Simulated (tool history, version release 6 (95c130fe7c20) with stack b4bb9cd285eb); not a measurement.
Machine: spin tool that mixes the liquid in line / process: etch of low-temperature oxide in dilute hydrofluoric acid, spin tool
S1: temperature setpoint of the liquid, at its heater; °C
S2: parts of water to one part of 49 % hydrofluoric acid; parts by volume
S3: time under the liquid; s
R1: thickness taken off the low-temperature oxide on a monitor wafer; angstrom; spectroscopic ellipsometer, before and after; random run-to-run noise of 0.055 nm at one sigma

run,hour,S1,S2,S3,R1
1,0.0,24.0,60,40,82.374
2,1.5,23.5,60,40,82.276
3,8.6,23.5,40,40,124.590
4,13.1,22.5,45,40,108.480
5,19.4,22.0,45,40,104.690
# hour 24.5: thermometer replaced
6,24.5,21.5,45,40,107.590
7,29.8,21.0,50,40,96.232
8,37.3,20.5,50,40,93.058
9,45.5,20.0,50,40,91.069
10,48.0,19.5,50,40,88.446
11,54.2,19.5,50,40,90.866
12,56.5,19.0,50,40,88.521
13,62.6,18.5,50,40,84.946

For run 14, what comes out?
14,63.9,17.5,55,40,?

{"run 14": {"R1": 73.786}}

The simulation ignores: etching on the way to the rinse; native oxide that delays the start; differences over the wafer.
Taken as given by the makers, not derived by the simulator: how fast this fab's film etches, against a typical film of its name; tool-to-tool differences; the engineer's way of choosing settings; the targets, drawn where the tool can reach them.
